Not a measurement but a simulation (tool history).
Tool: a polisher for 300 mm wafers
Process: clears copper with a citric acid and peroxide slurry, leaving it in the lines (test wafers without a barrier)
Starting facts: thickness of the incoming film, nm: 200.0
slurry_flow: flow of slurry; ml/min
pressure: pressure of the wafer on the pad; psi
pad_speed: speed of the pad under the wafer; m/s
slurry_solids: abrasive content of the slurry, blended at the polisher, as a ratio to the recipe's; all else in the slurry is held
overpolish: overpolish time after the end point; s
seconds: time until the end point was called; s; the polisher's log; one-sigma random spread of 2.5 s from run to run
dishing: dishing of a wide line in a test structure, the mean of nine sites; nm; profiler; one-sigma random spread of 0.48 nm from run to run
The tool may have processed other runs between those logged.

{"run": 1, "hour": 0.0, "slurry_flow": 290, "pressure": 3.2, "pad_speed": 0.82, "slurry_solids": 1, "overpolish": 20, "seconds": 113.61, "dishing": 27.918}
{"run": 2, "hour": 3.1, "slurry_flow": 290, "pressure": 2.8, "pad_speed": 0.82, "slurry_solids": 1, "overpolish": 20, "seconds": 128.12, "dishing": 24.794}
{"run": 3, "hour": 4.3, "slurry_flow": 290, "pressure": 2.8, "pad_speed": 0.82, "slurry_solids": 1, "overpolish": 16, "seconds": 124.88, "dishing": 20.032}
{"run": 4, "hour": 10.4, "slurry_flow": 255, "pressure": 2.8, "pad_speed": 0.82, "slurry_solids": 1, "overpolish": 16, "seconds": 125.78, "dishing": 20.313}
{"run": 5, "hour": 14.8, "slurry_flow": 255, "pressure": 2.9, "pad_speed": 0.82, "slurry_solids": 1, "overpolish": 19, "seconds": 128.36, "dishing": 24.412}
{"run": 6, "hour": 20.3, "slurry_flow": 255, "pressure": 2.9, "pad_speed": 0.72, "slurry_solids": 1, "overpolish": 19, "seconds": 142.2, "dishing": 21.811}
{"run": 7, "hour": 26.1, "slurry_flow": 250, "pressure": 3.1, "pad_speed": 0.72, "slurry_solids": 1, "overpolish": 21, "seconds": 133.84, "dishing": 25.523}
{"run": 8, "hour": 32.8, "slurry_flow": 245, "pressure": 3.2, "pad_speed": 0.72, "slurry_solids": 1, "overpolish": 23, "seconds": 128.76, "dishing": 28.476}

Predict the results of run 9:
{"run": 9, "hour": 41.0, "slurry_flow": 245, "pressure": 3.2, "pad_speed": 0.74, "slurry_solids": 1, "overpolish": 33, "seconds": "?", "dishing": "?"}

seconds: 124.12 s
dishing: 39.917 nm
